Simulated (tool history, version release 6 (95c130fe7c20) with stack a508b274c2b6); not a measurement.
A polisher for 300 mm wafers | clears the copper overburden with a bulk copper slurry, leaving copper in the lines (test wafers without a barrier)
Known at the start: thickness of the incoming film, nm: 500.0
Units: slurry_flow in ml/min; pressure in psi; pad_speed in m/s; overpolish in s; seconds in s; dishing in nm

run 1 day=0.000 | slurry_flow=145 pressure=2.1 pad_speed=0.94 slurry_solids=1.00 overpolish=16 | seconds=101.380 dishing=51.288
run 2 day=0.367 | slurry_flow=170 pressure=2.1 pad_speed=0.94 slurry_solids=1.00 overpolish=16 | seconds=94.832 dishing=53.875
run 3 day=0.696 | slurry_flow=170 pressure=2.1 pad_speed=0.94 slurry_solids=1.15 overpolish=16 | seconds=97.414 dishing=55.065
run 4 day=0.867 | slurry_flow=160 pressure=1.8 pad_speed=0.90 slurry_solids=1.15 overpolish=17 | seconds=119.540 dishing=50.319
run 5 day=1.067 | slurry_flow=130 pressure=1.8 pad_speed=0.90 slurry_solids=1.15 overpolish=17 | seconds=124.190 dishing=48.411
-- day=1.333 worn pad replaced by a new one
run 6 day=1.333 | slurry_flow=130 pressure=1.6 pad_speed=0.88 slurry_solids=1.15 overpolish=17 | seconds=125.630 dishing=43.915

Forecast run 7:
run 7 day=1.504 | slurry_flow=125 pressure=1.4 pad_speed=0.80 slurry_solids=1.15 overpolish=18 | seconds=? dishing=?

{"run 7": {"seconds": 159.87, "dishing": 39.412}}
